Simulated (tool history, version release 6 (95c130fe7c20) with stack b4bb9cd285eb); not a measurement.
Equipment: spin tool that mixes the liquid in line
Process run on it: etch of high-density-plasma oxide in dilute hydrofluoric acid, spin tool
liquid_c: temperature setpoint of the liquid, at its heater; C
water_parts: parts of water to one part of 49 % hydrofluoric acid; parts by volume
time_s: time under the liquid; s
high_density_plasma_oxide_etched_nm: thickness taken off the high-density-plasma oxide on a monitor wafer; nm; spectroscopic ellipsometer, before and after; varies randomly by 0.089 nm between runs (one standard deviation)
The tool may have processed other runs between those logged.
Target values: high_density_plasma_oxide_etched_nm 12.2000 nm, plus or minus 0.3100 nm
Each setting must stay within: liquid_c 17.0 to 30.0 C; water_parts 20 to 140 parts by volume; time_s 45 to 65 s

| run | day | liquid_c | water_parts | time_s | high_density_plasma_oxide_etched_nm |
|---|---|---|---|---|---|
| 1 | 0.000 | 22.0 | 75 | 65 | 6.4762 |
| 2 | 0.258 | 22.0 | 75 | 45 | 4.4817 |
| 3 | 0.358 | 23.5 | 65 | 45 | 5.5803 |
| 4 | 0.525 | 23.5 | 65 | 65 | 7.9175 |
| 5 | 0.771 | 25.5 | 65 | 65 | 8.6113 |
| 6 | 0.871 | 26.5 | 65 | 65 | 9.0084 |
| 7 | 1.242 | 27.0 | 65 | 65 | 9.2854 |
| 8 | 1.483 | 27.5 | 65 | 65 | 9.2784 |
| 9 | 1.554 | 30.0 | 50 | 65 | 13.7880 |
| 10 | 1.842 | 29.5 | 50 | 65 | 13.4230 |
| 11 | 2.000 | 29.0 | 50 | 65 | 13.2620 |
| 12 | 2.283 | 28.5 | 50 | 65 | 12.9050 |
| 13 | 2.604 | 28.0 | 50 | 65 | 12.6300 |

Which single option among these 4 for the next run brings every result within its allowed miss of target? Just one does.
| A | 2.925 | 27.0 | 50 | 60 | ? |
| B | 2.925 | 24.5 | 45 | 65 | ? |
| C | 2.925 | 29.0 | 40 | 45 | ? |
| D | 2.925 | 28.5 | 50 | 65 | ? |

| move | high_density_plasma_oxide_etched_nm |
|---|---|
| A | 11.3600 |
| B | 12.4450 |
| C | 11.7160 |
| D | 13.0650 |
A: carries the result that was furthest off beyond its target, to the other side
B: each result inside its tolerance
C: carries the result that was furthest off beyond its target, to the other side
D: misses by more than the last run did
The right move is B.

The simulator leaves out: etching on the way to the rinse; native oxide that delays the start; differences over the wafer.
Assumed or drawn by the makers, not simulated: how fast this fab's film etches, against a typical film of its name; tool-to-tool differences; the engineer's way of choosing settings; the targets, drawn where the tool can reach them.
